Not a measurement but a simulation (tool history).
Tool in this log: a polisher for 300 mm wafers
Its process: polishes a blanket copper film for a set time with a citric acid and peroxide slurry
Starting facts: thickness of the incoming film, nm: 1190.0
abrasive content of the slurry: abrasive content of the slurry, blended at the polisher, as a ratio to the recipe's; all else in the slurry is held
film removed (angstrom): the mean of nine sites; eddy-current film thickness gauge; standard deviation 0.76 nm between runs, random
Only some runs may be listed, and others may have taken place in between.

run    day  flow of slurry (ml/min)  pressure of the wafer on the pad (kPa)  speed of the pad under the wafer (cm/s)  abrasive content of the slurry  polishing time (s)  film removed (angstrom)
  1      0                      315                                    16.5                                      126                               1                  51                   1296.7
  2  0.304                      315                                    16.5                                      126                               1                  47                   1201.8
  3  0.579                      315                                    15.2                                      126                               1                  47                   1084.9
  4  0.938                      315                                    16.5                                      126                               1                  47                   1191.9
  5  0.979                      315                                    16.5                                      126                               1                  51                   1291.2
  6   1.15                      315                                    16.5                                      126                               1                  47                   1189.7
  7  1.471                      315                                    15.9                                      126                               1                  47                   1142.1

Run 8 has not been measured yet. What should we expect?
  8  1.788                      315                                    15.9                                      126                               1                  47                        ?

film removed (angstrom): 1137

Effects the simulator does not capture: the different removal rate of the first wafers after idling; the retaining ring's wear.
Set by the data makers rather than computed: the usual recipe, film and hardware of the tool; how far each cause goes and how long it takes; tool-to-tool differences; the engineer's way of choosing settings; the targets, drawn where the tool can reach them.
